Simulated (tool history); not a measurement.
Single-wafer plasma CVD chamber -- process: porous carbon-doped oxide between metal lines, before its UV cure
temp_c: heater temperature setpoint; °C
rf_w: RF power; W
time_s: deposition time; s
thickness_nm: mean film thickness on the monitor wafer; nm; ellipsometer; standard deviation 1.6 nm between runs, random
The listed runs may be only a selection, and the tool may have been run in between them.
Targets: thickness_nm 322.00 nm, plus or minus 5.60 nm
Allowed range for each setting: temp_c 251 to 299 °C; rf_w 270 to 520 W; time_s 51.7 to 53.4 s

run    day  temp_c  rf_w  time_s  thickness_nm
  1  0.000     275   395    51.7        286.12
  2  0.304     272   395    51.7        290.33
  3  0.621     269   395    51.7        296.36
  4  0.950     267   395    51.7        302.32
  5  1.246     274   395    51.7        289.20
  6  1.408     285   395    51.7        267.60
  7  1.558     281   395    51.7        274.80
  8  1.679     277   395    51.7        281.63
  9  1.779     274   395    51.7        288.96
 10  2.092     262   400    51.7        316.13

Which of these 5 next moves meets every target?
  A  2.404     257   410    52.9             ?
  B  2.404     267   440    53.4             ?
  C  2.404     261   405    53.4             ?
  D  2.404     270   405    52.0             ?
  E  2.404     256   380    52.2             ?

move  thickness_nm
   A        338.72
   B        334.97
   C        329.77
   D        302.35
   E        319.79
A: takes the biggest miss from the last run beyond its target
B: takes the biggest miss from the last run beyond its target
C: takes the biggest miss from the last run beyond its target
D: further off than the last run
E: in spec on every target
So the answer is move E, the one that meets all the targets.
